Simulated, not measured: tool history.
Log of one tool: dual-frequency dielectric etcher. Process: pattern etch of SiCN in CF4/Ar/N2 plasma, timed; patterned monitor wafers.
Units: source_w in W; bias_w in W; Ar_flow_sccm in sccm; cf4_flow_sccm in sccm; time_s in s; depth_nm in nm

| run | hour | source_w | bias_w | Ar_flow_sccm | cf4_flow_sccm | time_s | depth_nm |
|---|---|---|---|---|---|---|---|
| 1 | 0 | 370 | 72 | 89 | 54 | 123.5 | 84.888 |
| 2 | 3.9 | 370 | 65 | 89 | 54 | 123.5 | 81.865 |
| 3 | 6.5 | 370 | 75 | 89 | 54 | 123.5 | 86.125 |
| 4 | 7.2 | 330 | 74 | 89 | 54 | 123.5 | 78.442 |
| 5 | 12.5 | 300 | 73 | 89 | 54 | 123.5 | 74.526 |
| 6 | 16.5 | 300 | 73 | 89 | 54 | 123.5 | 73.291 |
| 7 | 23.6 | 280 | 72 | 89 | 54 | 123.5 | 70.053 |

The next listed run, before its measurement:
| 8 | 31.9 | 270 | 72 | 89 | 54 | 123.5 | ? |

Run 8 gave depth_nm 69.033 nm.
